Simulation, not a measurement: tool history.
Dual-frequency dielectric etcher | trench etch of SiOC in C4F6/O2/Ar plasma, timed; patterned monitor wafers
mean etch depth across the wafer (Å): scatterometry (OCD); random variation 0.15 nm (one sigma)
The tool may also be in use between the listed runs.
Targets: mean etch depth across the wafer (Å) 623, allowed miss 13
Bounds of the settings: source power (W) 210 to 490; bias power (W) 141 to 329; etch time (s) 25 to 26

run  hour  source power (W)  bias power (W)  etch time (s)  mean etch depth across the wafer (Å)
  1     0               350             235             25                                548.26
  2   2.4               350             235             25                                547.26
  3   4.5               390             235             25                                570.28
  4   5.4               350             235             25                                546.43
  5  13.1               380             240             25                                 567.6
  6  14.1               380             240             25                                569.93
  7  20.2               400             243             25                                579.46
  8  22.2               420             247             25                                592.97

5 next moves are on the table. One of them brings every result within its allowed miss. Which?
  A  24.2               420             224           25.5                                     ?
  B  24.2               450             279           25.5                                     ?
  C  24.2               430             219           25.5                                     ?
  D  24.2               440             252           25.5                                     ?
  E  24.2               370             278           25.5                                     ?

move  mean etch depth across the wafer (Å)
   A                                589.33
   B                                649.43
   C                                590.48
   D                                622.88
   E                                602.31
A: further off than the last run
B: takes the result that was furthest off past its target
C: further off than the last run
D: meets every target
E: nearer than the last run, and not there yet
Move D is the one to make.

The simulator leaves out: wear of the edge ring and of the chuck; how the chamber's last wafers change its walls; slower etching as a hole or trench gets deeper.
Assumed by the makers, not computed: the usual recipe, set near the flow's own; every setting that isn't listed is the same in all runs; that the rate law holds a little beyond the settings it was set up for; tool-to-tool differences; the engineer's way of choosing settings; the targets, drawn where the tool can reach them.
